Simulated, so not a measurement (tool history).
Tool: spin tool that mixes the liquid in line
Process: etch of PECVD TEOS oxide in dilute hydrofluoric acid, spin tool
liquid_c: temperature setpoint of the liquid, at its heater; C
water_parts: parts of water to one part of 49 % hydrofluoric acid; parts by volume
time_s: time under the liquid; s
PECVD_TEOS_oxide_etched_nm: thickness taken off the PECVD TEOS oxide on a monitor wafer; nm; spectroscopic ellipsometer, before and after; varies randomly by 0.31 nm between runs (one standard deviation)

run,hour,liquid_c,water_parts,time_s,PECVD_TEOS_oxide_etched_nm
1,0.0,22.0,55,140,34.835
2,1.9,22.0,70,140,26.138
3,10.0,22.0,60,140,30.776
4,13.2,24.0,60,140,34.192
5,17.5,25.0,60,140,35.323
6,23.0,23.5,60,140,33.307
7,27.0,25.0,60,140,35.373
8,32.8,26.0,60,140,37.033
9,35.8,26.0,60,140,36.686

The next listed run, before its measurement:
# hour 44.4: thermometer replaced
10,44.4,27.0,60,140,?

For run 10 the tool returned PECVD_TEOS_oxide_etched_nm 35.356 nm.

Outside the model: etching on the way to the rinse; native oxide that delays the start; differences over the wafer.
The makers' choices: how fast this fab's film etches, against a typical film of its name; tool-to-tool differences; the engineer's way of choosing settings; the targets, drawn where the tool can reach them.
